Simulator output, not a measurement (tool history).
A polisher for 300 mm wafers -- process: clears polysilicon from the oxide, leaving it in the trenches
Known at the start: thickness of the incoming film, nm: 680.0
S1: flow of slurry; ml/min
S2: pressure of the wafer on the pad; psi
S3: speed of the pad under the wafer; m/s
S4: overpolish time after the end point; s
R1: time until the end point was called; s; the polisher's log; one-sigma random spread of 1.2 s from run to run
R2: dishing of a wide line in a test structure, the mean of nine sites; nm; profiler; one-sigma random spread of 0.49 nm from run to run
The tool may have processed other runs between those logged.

{"run": 1, "hour": 0.0, "S1": 195, "S2": 3.4, "S3": 0.8, "S4": 20, "R1": 57.123, "R2": 40.77}
{"run": 2, "hour": 1.3, "S1": 195, "S2": 4.2, "S3": 0.8, "S4": 20, "R1": 47.683, "R2": 39.95}
{"run": 3, "hour": 2.1, "S1": 170, "S2": 4.0, "S3": 0.68, "S4": 16, "R1": 60.088, "R2": 40.38}
{"run": 4, "hour": 9.7, "S1": 170, "S2": 4.0, "S3": 0.52, "S4": 16, "R1": 76.212, "R2": 39.626}
{"run": 5, "hour": 17.4, "S1": 140, "S2": 4.0, "S3": 0.52, "S4": 16, "R1": 78.469, "R2": 39.694}
{"run": 6, "hour": 25.9, "S1": 165, "S2": 4.0, "S3": 0.52, "S4": 16, "R1": 75.217, "R2": 39.239}
{"run": 7, "hour": 27.8, "S1": 205, "S2": 3.7, "S3": 0.48, "S4": 16, "R1": 87.088, "R2": 39.035}
{"run": 8, "hour": 35.3, "S1": 235, "S2": 3.7, "S3": 0.44, "S4": 13, "R1": 94.095, "R2": 37.063}
{"run": 9, "hour": 42.3, "S1": 255, "S2": 3.7, "S3": 0.42, "S4": 11, "R1": 98.378, "R2": 35.122}
{"run": 10, "hour": 47.0, "S1": 305, "S2": 3.7, "S3": 0.38, "S4": 6, "R1": 104.54, "R2": 25.681}
{"run": 11, "hour": 50.8, "S1": 290, "S2": 3.7, "S3": 0.38, "S4": 7, "R1": 106.02, "R2": 26.971}
{"run": 12, "hour": 56.1, "S1": 280, "S2": 3.7, "S3": 0.38, "S4": 8, "R1": 104.09, "R2": 28.223}
{"run": 13, "hour": 60.1, "S1": 270, "S2": 3.7, "S3": 0.38, "S4": 8, "R1": 105.85, "R2": 29.543}

Run 14 has not been measured yet. What should we expect?
{"run": 14, "hour": 62.4, "S1": 265, "S2": 3.7, "S3": 0.38, "S4": 8, "R1": "?", "R2": "?"}

R1: 107.020 s
R2: 29.159 nm
